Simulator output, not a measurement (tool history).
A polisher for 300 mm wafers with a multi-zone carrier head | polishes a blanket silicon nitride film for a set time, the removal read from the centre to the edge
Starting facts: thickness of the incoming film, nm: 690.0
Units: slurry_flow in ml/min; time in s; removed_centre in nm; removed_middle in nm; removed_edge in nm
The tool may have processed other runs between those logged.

{"run": 1, "day": 0.0, "slurry_flow": 225, "centre_zone": 1.0, "middle_zone": 1.0, "edge_zone": 1.0, "time": 38, "removed_centre": 68.119, "removed_middle": 66.67, "removed_edge": 69.139}
{"run": 2, "day": 0.058, "slurry_flow": 220, "centre_zone": 0.98, "middle_zone": 1.01, "edge_zone": 0.97, "time": 32, "removed_centre": 56.55, "removed_middle": 58.489, "removed_edge": 57.851}
{"run": 3, "day": 0.088, "slurry_flow": 195, "centre_zone": 0.98, "middle_zone": 1.01, "edge_zone": 0.97, "time": 32, "removed_centre": 55.184, "removed_middle": 57.031, "removed_edge": 56.379}
{"run": 4, "day": 0.425, "slurry_flow": 195, "centre_zone": 0.98, "middle_zone": 1.01, "edge_zone": 1.02, "time": 32, "removed_centre": 55.666, "removed_middle": 57.813, "removed_edge": 56.692}
{"run": 5, "day": 0.55, "slurry_flow": 195, "centre_zone": 0.98, "middle_zone": 0.94, "edge_zone": 1.02, "time": 32, "removed_centre": 54.841, "removed_middle": 53.948, "removed_edge": 56.448}
{"run": 6, "day": 0.721, "slurry_flow": 185, "centre_zone": 0.97, "middle_zone": 0.95, "edge_zone": 1.01, "time": 28, "removed_centre": 46.558, "removed_middle": 45.869, "removed_edge": 50.801}
{"run": 7, "day": 0.8, "slurry_flow": 170, "centre_zone": 0.98, "middle_zone": 0.99, "edge_zone": 0.99, "time": 25, "removed_centre": 41.366, "removed_middle": 42.227, "removed_edge": 42.86}
{"run": 8, "day": 0.95, "slurry_flow": 160, "centre_zone": 0.98, "middle_zone": 1.0, "edge_zone": 0.98, "time": 24, "removed_centre": 38.987, "removed_middle": 41.418, "removed_edge": 39.874}

The next listed run, before its measurement:
{"run": 9, "day": 0.988, "slurry_flow": 155, "centre_zone": 0.98, "middle_zone": 1.0, "edge_zone": 0.97, "time": 24, "removed_centre": "?", "removed_middle": "?", "removed_edge": "?"}

removed_centre: 38.699 nm
removed_middle: 40.382 nm
removed_edge: 41.821 nm

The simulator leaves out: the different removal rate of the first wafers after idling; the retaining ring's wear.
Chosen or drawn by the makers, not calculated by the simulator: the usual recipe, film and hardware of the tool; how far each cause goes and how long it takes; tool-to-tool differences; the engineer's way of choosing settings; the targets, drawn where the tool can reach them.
